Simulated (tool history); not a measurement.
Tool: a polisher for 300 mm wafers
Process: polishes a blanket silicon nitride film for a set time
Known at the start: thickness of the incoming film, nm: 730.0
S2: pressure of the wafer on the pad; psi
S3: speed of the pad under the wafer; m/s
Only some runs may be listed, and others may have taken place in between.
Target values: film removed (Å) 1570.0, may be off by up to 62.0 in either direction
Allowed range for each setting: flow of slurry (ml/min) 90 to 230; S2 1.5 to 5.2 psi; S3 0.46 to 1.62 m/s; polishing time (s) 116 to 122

run 1 day=0.000 | flow_of_slurry_(ml/min)=150 S2=3.3 S3=1.04 polishing_time_(s)=116 | film_removed_(Å)=2149.4
run 2 day=0.196 | flow_of_slurry_(ml/min)=145 S2=3.0 S3=1.04 polishing_time_(s)=116 | film_removed_(Å)=1954.3
run 3 day=0.492 | flow_of_slurry_(ml/min)=145 S2=3.0 S3=1.04 polishing_time_(s)=122 | film_removed_(Å)=2026.8
run 4 day=0.762 | flow_of_slurry_(ml/min)=145 S2=3.6 S3=1.04 polishing_time_(s)=122 | film_removed_(Å)=2449.7
run 5 day=0.983 | flow_of_slurry_(ml/min)=145 S2=3.6 S3=1.30 polishing_time_(s)=122 | film_removed_(Å)=2932.6
run 6 day=1.108 | flow_of_slurry_(ml/min)=145 S2=3.6 S3=1.30 polishing_time_(s)=122 | film_removed_(Å)=2955.8
run 7 day=1.350 | flow_of_slurry_(ml/min)=140 S2=3.0 S3=1.28 polishing_time_(s)=122 | film_removed_(Å)=2328.1
run 8 day=1.446 | flow_of_slurry_(ml/min)=130 S2=2.7 S3=1.28 polishing_time_(s)=122 | film_removed_(Å)=2139.5
run 9 day=1.775 | flow_of_slurry_(ml/min)=130 S2=2.4 S3=1.28 polishing_time_(s)=122 | film_removed_(Å)=1865.6
run 10 day=1.996 | flow_of_slurry_(ml/min)=125 S2=2.3 S3=1.28 polishing_time_(s)=122 | film_removed_(Å)=1793.5
run 11 day=2.350 | flow_of_slurry_(ml/min)=120 S2=2.2 S3=1.28 polishing_time_(s)=122 | film_removed_(Å)=1674.2
run 12 day=2.596 | flow_of_slurry_(ml/min)=115 S2=2.2 S3=1.28 polishing_time_(s)=122 | film_removed_(Å)=1657.9
run 13 day=2.800 | flow_of_slurry_(ml/min)=110 S2=2.2 S3=1.28 polishing_time_(s)=122 | film_removed_(Å)=1685.7

Pick the move, out of 4, that brings all results within their allowed miss; only one does.
run A day=3.004 | flow_of_slurry_(ml/min)=115 S2=2.3 S3=1.24 polishing_time_(s)=122 | film_removed_(Å)=?
run B day=3.004 | flow_of_slurry_(ml/min)=110 S2=1.8 S3=1.32 polishing_time_(s)=120 | film_removed_(Å)=?
run C day=3.004 | flow_of_slurry_(ml/min)=105 S2=2.1 S3=1.34 polishing_time_(s)=120 | film_removed_(Å)=?
run D day=3.004 | flow_of_slurry_(ml/min)=135 S2=2.2 S3=1.30 polishing_time_(s)=122 | film_removed_(Å)=?

move=A film_removed_(Å)=1709.8
move=B film_removed_(Å)=1378.0
move=C film_removed_(Å)=1592.4
move=D film_removed_(Å)=1762.0
A: moves away from the targets compared with the last run
B: takes the biggest miss from the last run beyond its target
C: hits every target within its allowed miss
D: moves away from the targets compared with the last run
Move C is the one to make.
